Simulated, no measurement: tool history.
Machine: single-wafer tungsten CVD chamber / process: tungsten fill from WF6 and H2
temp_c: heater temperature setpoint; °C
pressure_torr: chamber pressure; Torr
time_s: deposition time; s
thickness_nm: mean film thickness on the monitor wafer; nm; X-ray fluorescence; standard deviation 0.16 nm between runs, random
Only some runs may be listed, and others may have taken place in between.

{"run": 1, "hour": 0.0, "temp_c": 370, "pressure_torr": 54.6, "time_s": 12.3, "thickness_nm": 26.921}
{"run": 2, "hour": 3.3, "temp_c": 370, "pressure_torr": 54.6, "time_s": 12.3, "thickness_nm": 27.044}
{"run": 3, "hour": 5.4, "temp_c": 371, "pressure_torr": 54.6, "time_s": 12.3, "thickness_nm": 27.571}
{"run": 4, "hour": 9.4, "temp_c": 372, "pressure_torr": 54.6, "time_s": 12.3, "thickness_nm": 27.883}
{"run": 5, "hour": 10.8, "temp_c": 375, "pressure_torr": 54.8, "time_s": 12.3, "thickness_nm": 29.761}
{"run": 6, "hour": 17.3, "temp_c": 365, "pressure_torr": 54.8, "time_s": 12.3, "thickness_nm": 24.657}
{"run": 7, "hour": 17.9, "temp_c": 366, "pressure_torr": 54.9, "time_s": 12.3, "thickness_nm": 25.088}

Run 8 is up next; what results do you expect?
{"run": 8, "hour": 22.0, "temp_c": 367, "pressure_torr": 55, "time_s": 12.3, "thickness_nm": "?"}

{"run 8": {"thickness_nm": 25.58}}

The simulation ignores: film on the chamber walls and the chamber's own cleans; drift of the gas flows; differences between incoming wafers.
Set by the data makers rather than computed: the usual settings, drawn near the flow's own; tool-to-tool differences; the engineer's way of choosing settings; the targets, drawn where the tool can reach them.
